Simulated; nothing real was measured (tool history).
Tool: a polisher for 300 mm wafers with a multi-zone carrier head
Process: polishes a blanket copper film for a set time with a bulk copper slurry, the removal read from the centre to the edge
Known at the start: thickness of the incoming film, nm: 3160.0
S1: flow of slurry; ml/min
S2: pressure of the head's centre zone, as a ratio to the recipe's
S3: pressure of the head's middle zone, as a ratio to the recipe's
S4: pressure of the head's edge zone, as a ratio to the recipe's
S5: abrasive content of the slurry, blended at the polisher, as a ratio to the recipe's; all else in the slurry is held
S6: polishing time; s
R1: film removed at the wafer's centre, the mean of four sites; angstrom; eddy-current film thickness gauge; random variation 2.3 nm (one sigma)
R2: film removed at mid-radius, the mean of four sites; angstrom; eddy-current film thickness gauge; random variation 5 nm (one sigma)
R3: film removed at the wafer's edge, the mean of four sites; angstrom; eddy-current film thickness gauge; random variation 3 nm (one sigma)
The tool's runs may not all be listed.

| run | day | S1 | S2 | S3 | S4 | S5 | S6 | R1 | R2 | R3 |
|---|---|---|---|---|---|---|---|---|---|---|
| 1 | 0.000 | 285 | 1.00 | 1.00 | 1.00 | 1.00 | 35 | 4196.8 | 4266.6 | 4260.5 |
| 2 | 0.358 | 285 | 1.00 | 1.00 | 1.00 | 1.00 | 39 | 4667.5 | 4701.1 | 4706.9 |
| 3 | 0.571 | 285 | 1.00 | 1.04 | 1.00 | 1.00 | 39 | 4656.3 | 4803.7 | 4719.2 |
| 4 | 0.942 | 285 | 1.00 | 0.98 | 1.00 | 1.00 | 39 | 4631.3 | 4732.1 | 4692.2 |
| 5 | 1.092 | 280 | 0.98 | 0.97 | 1.00 | 0.95 | 38 | 4399.1 | 4436.0 | 4595.6 |
| 6 | 1.171 | 280 | 0.96 | 0.99 | 0.99 | 0.90 | 37 | 4187.0 | 4350.8 | 4318.8 |
| 7 | 1.283 | 275 | 0.94 | 1.00 | 1.00 | 0.85 | 36 | 3986.9 | 4250.6 | 4198.0 |

The next listed run, before its measurement:
| 8 | 1.638 | 270 | 0.92 | 1.00 | 1.01 | 0.80 | 35 | ? | ? | ? |

Run 8 gave R1 3731.6 angstrom, R2 4085.0 angstrom, R3 4081.8 angstrom.
